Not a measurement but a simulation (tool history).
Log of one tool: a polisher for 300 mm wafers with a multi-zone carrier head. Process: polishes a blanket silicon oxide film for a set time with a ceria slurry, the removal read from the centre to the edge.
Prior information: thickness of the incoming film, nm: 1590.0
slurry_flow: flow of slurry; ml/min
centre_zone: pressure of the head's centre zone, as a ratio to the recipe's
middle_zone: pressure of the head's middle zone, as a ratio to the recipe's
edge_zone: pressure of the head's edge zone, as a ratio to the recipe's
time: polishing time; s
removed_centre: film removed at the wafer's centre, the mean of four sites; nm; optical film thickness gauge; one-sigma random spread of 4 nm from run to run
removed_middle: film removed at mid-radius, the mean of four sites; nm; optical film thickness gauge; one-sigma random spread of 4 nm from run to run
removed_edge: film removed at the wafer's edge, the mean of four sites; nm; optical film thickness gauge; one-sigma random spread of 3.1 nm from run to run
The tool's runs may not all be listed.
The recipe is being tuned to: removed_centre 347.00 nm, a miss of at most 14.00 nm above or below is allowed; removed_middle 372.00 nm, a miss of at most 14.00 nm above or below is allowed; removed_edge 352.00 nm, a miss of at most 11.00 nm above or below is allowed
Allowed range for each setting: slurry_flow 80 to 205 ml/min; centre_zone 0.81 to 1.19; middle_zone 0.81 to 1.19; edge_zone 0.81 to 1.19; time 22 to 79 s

run 1 day=0.000 | slurry_flow=135 centre_zone=1.00 middle_zone=1.00 edge_zone=1.00 time=50 | removed_centre=261.41 removed_middle=274.12 removed_edge=268.91
run 2 day=0.133 | slurry_flow=135 centre_zone=1.00 middle_zone=1.00 edge_zone=1.00 time=44 | removed_centre=231.52 removed_middle=235.42 removed_edge=237.73
run 3 day=0.400 | slurry_flow=135 centre_zone=1.00 middle_zone=1.03 edge_zone=1.00 time=44 | removed_centre=228.83 removed_middle=244.22 removed_edge=238.73
run 4 day=0.700 | slurry_flow=135 centre_zone=1.00 middle_zone=1.03 edge_zone=1.05 time=44 | removed_centre=231.81 removed_middle=244.11 removed_edge=241.90
run 5 day=1.012 | slurry_flow=135 centre_zone=1.00 middle_zone=1.03 edge_zone=1.05 time=52 | removed_centre=274.77 removed_middle=286.41 removed_edge=288.68
run 6 day=1.179 | slurry_flow=150 centre_zone=1.01 middle_zone=1.07 edge_zone=1.07 time=54 | removed_centre=288.34 removed_middle=312.05 removed_edge=304.22
run 7 day=1.467 | slurry_flow=155 centre_zone=1.03 middle_zone=1.09 edge_zone=1.09 time=56 | removed_centre=315.48 removed_middle=341.66 removed_edge=324.71
run 8 day=1.533 | slurry_flow=165 centre_zone=1.04 middle_zone=1.10 edge_zone=1.11 time=56 | removed_centre=317.50 removed_middle=343.42 removed_edge=331.39

5 candidate next runs follow, results not yet known. Just one meets every target within its allowed miss. Identify it.
run A day=1.600 | slurry_flow=115 centre_zone=1.16 middle_zone=1.19 edge_zone=0.89 time=66 | removed_centre=? removed_middle=? removed_edge=?
run B day=1.600 | slurry_flow=200 centre_zone=1.11 middle_zone=1.19 edge_zone=1.13 time=55 | removed_centre=? removed_middle=? removed_edge=?
run C day=1.600 | slurry_flow=150 centre_zone=1.06 middle_zone=1.12 edge_zone=1.10 time=61 | removed_centre=? removed_middle=? removed_edge=?
run D day=1.600 | slurry_flow=170 centre_zone=0.90 middle_zone=1.08 edge_zone=1.17 time=58 | removed_centre=? removed_middle=? removed_edge=?
run E day=1.600 | slurry_flow=105 centre_zone=1.16 middle_zone=1.02 edge_zone=1.08 time=58 | removed_centre=? removed_middle=? removed_edge=?

move=A removed_centre=374.99 removed_middle=390.92 removed_edge=328.60
move=B removed_centre=341.93 removed_middle=365.47 removed_edge=333.86
move=C removed_centre=343.69 removed_middle=365.71 removed_edge=352.21
move=D removed_centre=290.59 removed_middle=345.52 removed_edge=351.98
move=E removed_centre=319.15 removed_middle=292.95 removed_edge=311.67
A: takes the result that was furthest off past its target
B: the worst result of the last run now meets its target, but another is out of spec
C: all results in spec
D: the biggest miss grows against the last run
E: the biggest miss grows against the last run
The move that meets every target is C.
